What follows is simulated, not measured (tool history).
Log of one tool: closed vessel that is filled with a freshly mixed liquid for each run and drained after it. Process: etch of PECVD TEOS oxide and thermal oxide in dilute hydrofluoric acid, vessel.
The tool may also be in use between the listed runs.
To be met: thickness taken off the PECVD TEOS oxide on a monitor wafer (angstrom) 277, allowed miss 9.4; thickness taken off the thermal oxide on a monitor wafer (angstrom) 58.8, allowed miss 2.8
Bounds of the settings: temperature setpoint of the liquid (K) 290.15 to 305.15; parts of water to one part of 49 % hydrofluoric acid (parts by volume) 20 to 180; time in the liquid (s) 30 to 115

run	day	temperature setpoint of the liquid (K)	parts of water to one part of 49 % hydrofluoric acid (parts by volume)	time in the liquid (s)	thickness taken off the PECVD TEOS oxide on a monitor wafer (angstrom)	thickness taken off the thermal oxide on a monitor wafer (angstrom)
1	0	297.15	100	60	128.04	26.59
2	0.079	299.15	90	60	152.2	31.921
3	0.354	299.15	60	60	241.59	51.413
4	0.475	300.15	60	60	244.78	52.54
5	0.683	300.65	60	60	255.14	55.702
6	0.754	299.15	60	60	237.14	49.775
7	1.075	299.65	60	60	246.68	52.843
8	1.3	300.15	60	60	248.42	53.046
9	1.658	300.65	60	60	254.41	54.308
10	1.808	301.15	60	60	256.92	55.185

4 next moves are on the table. One of them brings every result within its allowed miss. Which?
A	1.958	299.65	55	55	?	?
B	1.958	296.65	55	60	?	?
C	1.958	305.15	110	100	?	?
D	1.958	299.15	80	95	?	?

move	thickness taken off the PECVD TEOS oxide on a monitor wafer (angstrom)	thickness taken off the thermal oxide on a monitor wafer (angstrom)
A	244.18	52.313
B	235.79	50.515
C	253.35	54.278
D	274.71	58.853
A: further off than the last run
B: further off than the last run
C: further off than the last run
D: meets every target
Move D is the one to make.
